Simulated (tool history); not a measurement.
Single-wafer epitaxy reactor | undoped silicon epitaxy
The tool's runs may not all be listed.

| run | hour | wafer temperature setpoint (pyrometer-controlled) (°C) | deposition time (s) | mean film thickness on the monitor wafer (angstrom) |
|---|---|---|---|---|
| 1 | 0 | 635 | 301 | 317.18 |
| 2 | 6.9 | 635 | 328 | 344.73 |
| 3 | 14.3 | 630 | 327 | 302.3 |
| 4 | 20.9 | 630 | 357 | 330.13 |
| 5 | 23.8 | 626 | 356 | 295.95 |
| 6 | 32.4 | 634 | 356 | 366.27 |
| 7 | 40.2 | 629 | 355 | 319.03 |

Forecast run 8:
| 8 | 42.4 | 626 | 355 | ? |

{"run 8": {"mean film thickness on the monitor wafer (angstrom)": 295.23}}
